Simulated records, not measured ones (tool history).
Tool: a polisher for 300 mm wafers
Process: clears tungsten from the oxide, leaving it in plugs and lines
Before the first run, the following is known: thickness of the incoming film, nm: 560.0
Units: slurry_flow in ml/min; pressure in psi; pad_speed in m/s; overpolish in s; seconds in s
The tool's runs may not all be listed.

run	hour	slurry_flow	pressure	pad_speed	slurry_solids	overpolish	seconds
1	0	180	3.5	0.94	1	26	155.33
2	0.8	180	3.6	0.94	1	26	150.87
3	4.9	180	3.6	0.94	1.15	26	144.68
4	9.7	135	3.6	0.94	1.15	26	149.91
5	17.7	170	3.6	0.94	1.15	26	143.71
6	26.8	200	3.6	0.94	1.15	26	141.28
7	32.8	200	3.7	0.94	1.15	26	136.02

What does the tool deliver on the next run?
8	35.3	205	3.7	0.94	1.15	26	?

{"run 8": {"seconds": 136.63}}

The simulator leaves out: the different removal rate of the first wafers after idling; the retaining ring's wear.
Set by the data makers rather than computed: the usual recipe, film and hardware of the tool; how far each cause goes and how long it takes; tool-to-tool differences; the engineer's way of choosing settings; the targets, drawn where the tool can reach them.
